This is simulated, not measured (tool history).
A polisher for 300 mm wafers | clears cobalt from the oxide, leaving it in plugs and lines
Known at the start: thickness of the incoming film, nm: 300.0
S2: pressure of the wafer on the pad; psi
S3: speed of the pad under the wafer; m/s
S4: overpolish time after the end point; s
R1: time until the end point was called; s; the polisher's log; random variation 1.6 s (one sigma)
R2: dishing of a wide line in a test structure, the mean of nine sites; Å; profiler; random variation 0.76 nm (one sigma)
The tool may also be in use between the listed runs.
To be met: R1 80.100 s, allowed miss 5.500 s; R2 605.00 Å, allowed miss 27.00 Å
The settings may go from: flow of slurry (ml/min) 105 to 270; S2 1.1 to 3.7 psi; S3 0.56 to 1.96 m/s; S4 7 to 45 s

Run 1, hour 0.0: flow of slurry (ml/min) 175, S2 2.4 psi, S3 1.26 m/s, S4 23 s. Result: R1 37.370 s, R2 667.86 Å.
Run 2, hour 0.9: flow of slurry (ml/min) 145, S2 2.4 psi, S3 1.26 m/s, S4 23 s. Result: R1 38.471 s, R2 652.21 Å.
Run 3, hour 9.5: flow of slurry (ml/min) 145, S2 2.3 psi, S3 1.24 m/s, S4 24 s. Result: R1 41.931 s, R2 648.81 Å.
Run 4, hour 17.2: flow of slurry (ml/min) 145, S2 2.1 psi, S3 1.24 m/s, S4 24 s. Result: R1 42.694 s, R2 635.34 Å.
Run 5, hour 19.8: flow of slurry (ml/min) 145, S2 2.1 psi, S3 1.10 m/s, S4 24 s. Result: R1 49.306 s, R2 599.39 Å.
Run 6, hour 21.9: flow of slurry (ml/min) 145, S2 2.3 psi, S3 1.10 m/s, S4 24 s. Result: R1 46.066 s, R2 635.80 Å.
Run 7, hour 28.3: flow of slurry (ml/min) 145, S2 2.2 psi, S3 1.08 m/s, S4 25 s. Result: R1 46.226 s, R2 628.29 Å.
Run 8, hour 30.2: flow of slurry (ml/min) 145, S2 2.1 psi, S3 1.04 m/s, S4 27 s. Result: R1 53.062 s, R2 627.77 Å.
Run 9, hour 34.5: flow of slurry (ml/min) 145, S2 2.0 psi, S3 1.02 m/s, S4 28 s. Result: R1 56.308 s, R2 626.94 Å.

Which of these 5 next moves meets every target?
Run A, hour 38.8: flow of slurry (ml/min) 155, S2 1.8 psi, S3 0.74 m/s, S4 28 s. Result: R1 ?, R2 ?.
Run B, hour 38.8: flow of slurry (ml/min) 140, S2 1.7 psi, S3 0.80 m/s, S4 38 s. Result: R1 ?, R2 ?.
Run C, hour 38.8: flow of slurry (ml/min) 120, S2 2.5 psi, S3 1.30 m/s, S4 25 s. Result: R1 ?, R2 ?.
Run D, hour 38.8: flow of slurry (ml/min) 150, S2 2.4 psi, S3 0.72 m/s, S4 40 s. Result: R1 ?, R2 ?.
Run E, hour 38.8: flow of slurry (ml/min) 170, S2 1.2 psi, S3 0.98 m/s, S4 30 s. Result: R1 ?, R2 ?.

move      R1      R2
   A  78.519  522.16
   B  77.570  611.00
   C  36.509  685.13
   D  64.043  669.33
   E  80.525  535.03
A: brings the result that was furthest off to its target, and leaves another outside
B: meets every target
C: further off than the last run
D: nearer than the last run, and not there yet
E: brings the result that was furthest off to its target, and leaves another outside
The right move is B.
